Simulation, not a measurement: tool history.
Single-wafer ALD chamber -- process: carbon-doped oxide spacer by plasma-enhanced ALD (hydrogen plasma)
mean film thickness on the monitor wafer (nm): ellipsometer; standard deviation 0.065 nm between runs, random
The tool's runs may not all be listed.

run,day,heater temperature setpoint (deg C),number of ALD cycles (cycles),mean film thickness on the monitor wafer (nm)
1,0.000,390,377,19.216
2,0.192,395,377,19.211
3,0.392,395,351,17.942
4,0.625,395,392,20.189
5,0.688,395,364,18.513
6,0.788,389,364,18.570
7,0.988,389,343,17.542

Predict the results of run 8:
8,1.112,389,327,?

mean film thickness on the monitor wafer (nm): 16.676
